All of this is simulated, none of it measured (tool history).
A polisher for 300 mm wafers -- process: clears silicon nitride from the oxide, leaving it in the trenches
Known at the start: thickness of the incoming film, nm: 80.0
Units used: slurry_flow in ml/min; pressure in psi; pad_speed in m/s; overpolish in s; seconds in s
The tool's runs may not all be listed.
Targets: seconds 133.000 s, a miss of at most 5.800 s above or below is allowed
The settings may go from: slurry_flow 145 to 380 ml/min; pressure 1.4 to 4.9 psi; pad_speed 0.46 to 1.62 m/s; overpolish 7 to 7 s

run  hour  slurry_flow  pressure  pad_speed  overpolish  seconds
  1   0.0          245       3.1       1.04           7  101.760
  2   6.7          245       3.1       1.04           7   98.178
  3  12.7          245       2.8       1.04           7  110.250
  4  20.7          245       2.8       1.04           7  109.090
  5  25.2          245       2.6       1.04           7  119.150
  6  31.4          200       2.6       1.04           7  120.370
  7  35.5          200       2.5       1.04           7  128.030
  8  38.2          195       2.5       1.04           7  127.330

Of the 5 settings listed for the next run, only one would bring every result within its allowed miss of target. Which one?
  A  40.9          180       2.5       1.16           7        ?
  B  40.9          240       2.5       0.94           7        ?
  C  40.9          155       2.8       1.02           7        ?
  D  40.9          210       2.5       1.12           7        ?
  E  40.9          210       2.6       1.06           7        ?

move  seconds
   A  118.650
   B  131.880
   C  119.870
   D  118.770
   E  118.930
A: the biggest miss grows against the last run
B: all results in spec
C: the biggest miss grows against the last run
D: the biggest miss grows against the last run
E: the biggest miss grows against the last run
Answer: B
